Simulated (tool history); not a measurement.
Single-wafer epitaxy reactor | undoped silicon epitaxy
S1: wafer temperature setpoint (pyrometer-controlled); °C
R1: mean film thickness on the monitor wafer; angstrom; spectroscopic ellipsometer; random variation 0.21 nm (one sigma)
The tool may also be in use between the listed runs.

Run 1, hour 0: S1 655 °C, deposition time (s) 361. Result: R1 722.84 angstrom.
Run 2, hour 1.8: S1 655 °C, deposition time (s) 399. Result: R1 796.33 angstrom.
Run 3, hour 4.7: S1 651 °C, deposition time (s) 399. Result: R1 724.28 angstrom.
Run 4, hour 5.5: S1 647 °C, deposition time (s) 391. Result: R1 646.18 angstrom.
Run 5, hour 10.4: S1 644 °C, deposition time (s) 386. Result: R1 589.85 angstrom.
Run 6, hour 16.1: S1 644 °C, deposition time (s) 347. Result: R1 528.77 angstrom.

The next listed run, before its measurement:
Run 7, hour 22.5: S1 642 °C, deposition time (s) 347. Result: R1 ?.

Run 7 gave R1 508.89 angstrom.
